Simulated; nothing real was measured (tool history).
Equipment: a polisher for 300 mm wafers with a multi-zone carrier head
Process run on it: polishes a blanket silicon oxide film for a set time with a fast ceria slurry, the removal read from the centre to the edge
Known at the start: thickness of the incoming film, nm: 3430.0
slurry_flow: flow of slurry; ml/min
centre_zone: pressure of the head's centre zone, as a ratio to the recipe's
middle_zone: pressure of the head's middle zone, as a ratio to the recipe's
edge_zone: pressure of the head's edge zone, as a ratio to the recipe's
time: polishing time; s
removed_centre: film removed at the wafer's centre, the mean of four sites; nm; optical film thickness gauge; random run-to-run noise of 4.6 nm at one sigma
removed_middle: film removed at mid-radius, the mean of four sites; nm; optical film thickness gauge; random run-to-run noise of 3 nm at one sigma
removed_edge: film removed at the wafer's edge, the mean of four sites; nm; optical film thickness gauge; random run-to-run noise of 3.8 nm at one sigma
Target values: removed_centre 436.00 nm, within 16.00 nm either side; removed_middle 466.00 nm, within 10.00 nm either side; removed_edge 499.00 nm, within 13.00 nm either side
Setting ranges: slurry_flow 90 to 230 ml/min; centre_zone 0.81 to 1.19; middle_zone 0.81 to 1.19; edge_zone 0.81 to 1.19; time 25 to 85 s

run	hour	slurry_flow	centre_zone	middle_zone	edge_zone	time	removed_centre	removed_middle	removed_edge
1	0.0	150	1.00	1.00	1.00	55	765.16	793.05	789.64
2	6.3	180	1.00	1.00	1.00	55	808.07	812.56	807.58
3	10.3	180	1.07	1.00	1.00	55	886.38	816.40	807.72
4	16.2	160	1.01	0.95	0.95	49	705.30	684.55	690.43
5	22.9	160	1.01	0.95	0.95	39	566.03	547.79	551.41
6	24.2	145	0.97	0.92	0.93	38	519.40	506.12	530.98
7	29.7	130	0.94	0.92	0.92	38	483.18	497.39	527.17
8	30.4	130	0.94	0.92	0.92	38	481.82	493.05	524.56
9	34.9	120	0.93	0.92	0.91	38	475.93	481.74	510.20
10	36.7	115	0.91	0.92	0.91	38	457.58	477.83	505.25

Below are 5 possible settings for the next run. Only one of them brings all results inside the allowed miss of their targets. Which is it?
A	38.5	100	0.86	0.87	0.94	38	?	?	?
B	38.5	115	0.82	0.93	0.95	37	?	?	?
C	38.5	110	0.91	0.93	0.87	37	?	?	?
D	38.5	95	0.89	0.90	0.87	40	?	?	?
E	38.5	115	0.84	0.92	0.99	37	?	?	?

move	removed_centre	removed_middle	removed_edge
A	407.26	437.09	496.55
B	397.54	469.84	500.02
C	435.01	463.60	475.89
D	434.73	464.76	498.25
E	407.30	465.55	510.01
A: carries the result that was furthest off beyond its target, to the other side
B: carries the result that was furthest off beyond its target, to the other side
C: puts the biggest miss on target and leaves a different result outside tolerance
D: every result within its allowed miss
E: carries the result that was furthest off beyond its target, to the other side
Answer: D
